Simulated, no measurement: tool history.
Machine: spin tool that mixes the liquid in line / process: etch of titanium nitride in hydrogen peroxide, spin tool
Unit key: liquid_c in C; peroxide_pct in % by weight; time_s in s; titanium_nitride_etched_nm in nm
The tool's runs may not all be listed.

| run | hour | liquid_c | peroxide_pct | time_s | titanium_nitride_etched_nm |
|---|---|---|---|---|---|
| 1 | 0.0 | 44.0 | 17.0 | 250 | 6.7211 |
| 2 | 0.5 | 47.0 | 17.0 | 250 | 8.6630 |
| 3 | 5.9 | 51.5 | 17.0 | 250 | 11.9100 |
| 4 | 9.4 | 52.0 | 17.0 | 250 | 12.4200 |
|  | 11.0 | heated supply line repaired |
| 5 | 11.0 | 52.0 | 15.5 | 250 | 13.6210 |
| 6 | 14.3 | 58.5 | 15.5 | 250 | 21.4450 |
| 7 | 19.2 | 57.0 | 15.5 | 250 | 19.1560 |

What does the tool deliver on the next run?
| 8 | 28.0 | 56.0 | 15.5 | 250 | ? |

For run 8 the tool returned titanium_nitride_etched_nm 18.1220 nm.

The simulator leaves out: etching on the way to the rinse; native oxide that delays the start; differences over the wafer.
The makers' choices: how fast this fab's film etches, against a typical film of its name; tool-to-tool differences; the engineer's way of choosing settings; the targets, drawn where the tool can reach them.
